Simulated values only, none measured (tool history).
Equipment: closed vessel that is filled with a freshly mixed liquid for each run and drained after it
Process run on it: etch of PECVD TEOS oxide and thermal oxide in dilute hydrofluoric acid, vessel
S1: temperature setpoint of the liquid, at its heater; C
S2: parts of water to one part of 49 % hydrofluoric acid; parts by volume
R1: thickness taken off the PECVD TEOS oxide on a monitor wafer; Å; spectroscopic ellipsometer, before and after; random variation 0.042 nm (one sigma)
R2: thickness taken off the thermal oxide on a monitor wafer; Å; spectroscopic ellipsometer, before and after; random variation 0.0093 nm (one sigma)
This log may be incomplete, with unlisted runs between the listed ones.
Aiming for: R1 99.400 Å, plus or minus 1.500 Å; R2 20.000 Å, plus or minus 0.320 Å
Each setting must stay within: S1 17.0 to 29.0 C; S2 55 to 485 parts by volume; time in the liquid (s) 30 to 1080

{"run": 1, "hour": 0.0, "S1": 21.0, "S2": 270, "time in the liquid (s)": 550, "R1": 320.91, "R2": 64.615}
{"run": 2, "hour": 6.3, "S1": 20.0, "S2": 315, "time in the liquid (s)": 550, "R1": 253.7, "R2": 51.265}
{"run": 3, "hour": 11.2, "S1": 19.5, "S2": 350, "time in the liquid (s)": 540, "R1": 214.17, "R2": 42.821}
{"run": 4, "hour": 17.7, "S1": 19.5, "S2": 440, "time in the liquid (s)": 540, "R1": 158.08, "R2": 31.851}
{"run": 5, "hour": 25.9, "S1": 19.5, "S2": 440, "time in the liquid (s)": 410, "R1": 119.63, "R2": 24.256}
{"run": 6, "hour": 28.4, "S1": 19.5, "S2": 440, "time in the liquid (s)": 575, "R1": 167.42, "R2": 33.943}
{"run": 7, "hour": 32.1, "S1": 19.0, "S2": 450, "time in the liquid (s)": 550, "R1": 152.71, "R2": 30.993}
{"run": 8, "hour": 38.9, "S1": 18.5, "S2": 455, "time in the liquid (s)": 525, "R1": 141.57, "R2": 28.555}
{"run": 9, "hour": 47.2, "S1": 18.0, "S2": 460, "time in the liquid (s)": 505, "R1": 131.76, "R2": 26.515}
{"run": 10, "hour": 48.6, "S1": 18.0, "S2": 465, "time in the liquid (s)": 485, "R1": 125.41, "R2": 25.169}
{"run": 11, "hour": 49.7, "S1": 18.0, "S2": 470, "time in the liquid (s)": 470, "R1": 119.26, "R2": 23.961}
{"run": 12, "hour": 54.2, "S1": 18.0, "S2": 475, "time in the liquid (s)": 460, "R1": 114.21, "R2": 23.414}
{"run": 13, "hour": 55.8, "S1": 18.0, "S2": 475, "time in the liquid (s)": 450, "R1": 112.12, "R2": 22.74}
{"run": 14, "hour": 60.9, "S1": 18.0, "S2": 475, "time in the liquid (s)": 445, "R1": 111.18, "R2": 22.433}
{"run": 15, "hour": 64.8, "S1": 18.0, "S2": 475, "time in the liquid (s)": 440, "R1": 110.37, "R2": 22.163}

Which single option among these 4 for the next run brings every result within its allowed miss of target? Just one does.
{"run": "A", "hour": 68.7, "S1": 17.0, "S2": 435, "time in the liquid (s)": 380, "R1": "?", "R2": "?"}
{"run": "B", "hour": 68.7, "S1": 18.5, "S2": 405, "time in the liquid (s)": 370, "R1": "?", "R2": "?"}
{"run": "C", "hour": 68.7, "S1": 19.5, "S2": 480, "time in the liquid (s)": 385, "R1": "?", "R2": "?"}
{"run": "D", "hour": 68.7, "S1": 17.0, "S2": 480, "time in the liquid (s)": 505, "R1": "?", "R2": "?"}

move=A R1=102.500 R2=20.687
move=B R1=115.720 R2=23.354
move=C R1=99.138 R2=20.008
move=D R1=119.370 R2=24.091
A: nearer the targets than the last run, but a result is still out of spec
B: its largest miss is bigger than the last run's
C: all results in spec
D: its largest miss is bigger than the last run's
Answer: C
